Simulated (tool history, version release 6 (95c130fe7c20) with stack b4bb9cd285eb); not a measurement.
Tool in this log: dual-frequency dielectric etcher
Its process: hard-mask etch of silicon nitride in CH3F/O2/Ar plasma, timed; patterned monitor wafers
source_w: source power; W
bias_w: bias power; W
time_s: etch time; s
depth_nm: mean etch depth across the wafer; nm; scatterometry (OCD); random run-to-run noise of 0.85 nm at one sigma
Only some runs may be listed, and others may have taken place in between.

Run 1, day 0.000: source_w 500 W, bias_w 60 W, time_s 226.0 s. Result: depth_nm 168.22 nm.
Run 2, day 0.108: source_w 500 W, bias_w 69 W, time_s 226.0 s. Result: depth_nm 177.17 nm.
Run 3, day 0.417: source_w 530 W, bias_w 69 W, time_s 226.0 s. Result: depth_nm 181.56 nm.
Run 4, day 0.679: source_w 470 W, bias_w 65 W, time_s 226.0 s. Result: depth_nm 170.59 nm.
Run 5, day 0.725: source_w 470 W, bias_w 65 W, time_s 226.0 s. Result: depth_nm 169.12 nm.
Run 6, day 0.854: source_w 510 W, bias_w 65 W, time_s 226.0 s. Result: depth_nm 174.31 nm.
Run 7, day 1.054: source_w 410 W, bias_w 53 W, time_s 226.0 s. Result: depth_nm 150.53 nm.

Run 8, settings as shown, results not yet in. Your forecast:
Run 8, day 1.183: source_w 390 W, bias_w 52 W, time_s 226.0 s. Result: depth_nm ?.

Logged for run 8: depth_nm 148.54 nm.
